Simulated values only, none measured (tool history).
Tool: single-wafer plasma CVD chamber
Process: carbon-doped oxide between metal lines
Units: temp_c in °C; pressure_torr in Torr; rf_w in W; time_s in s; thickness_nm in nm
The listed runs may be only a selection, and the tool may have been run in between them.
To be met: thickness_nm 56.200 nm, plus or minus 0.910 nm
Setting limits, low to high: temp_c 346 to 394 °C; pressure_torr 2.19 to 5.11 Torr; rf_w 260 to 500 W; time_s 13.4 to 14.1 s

run,hour,temp_c,pressure_torr,rf_w,time_s,thickness_nm
1,0.0,370,3.65,380,14.1,60.494
2,7.0,372,3.53,375,14.1,59.155
3,11.0,372,3.53,395,14.1,61.754
4,12.4,374,3.38,390,14.1,60.756
5,20.7,375,3.30,385,14.1,59.671
6,28.9,376,3.21,385,14.1,59.373
7,33.6,377,3.12,385,14.1,59.447
8,41.0,378,3.08,380,14.1,58.161

Pick the move, out of 5, that brings all results within their allowed miss; only one does.
A,48.4,383,3.42,385,14.1,?
B,48.4,376,3.24,395,13.7,?
C,48.4,384,2.57,375,13.4,?
D,48.4,378,3.01,375,13.7,?
E,48.4,373,3.25,385,13.9,?

move,thickness_nm
A,58.584
B,58.724
C,53.454
D,55.794
E,58.880
A: lands further from the targets than the last run did
B: lands further from the targets than the last run did
C: pushes the last run's worst result past its target
D: all results in spec
E: lands further from the targets than the last run did
Correct choice: D, which meets every target

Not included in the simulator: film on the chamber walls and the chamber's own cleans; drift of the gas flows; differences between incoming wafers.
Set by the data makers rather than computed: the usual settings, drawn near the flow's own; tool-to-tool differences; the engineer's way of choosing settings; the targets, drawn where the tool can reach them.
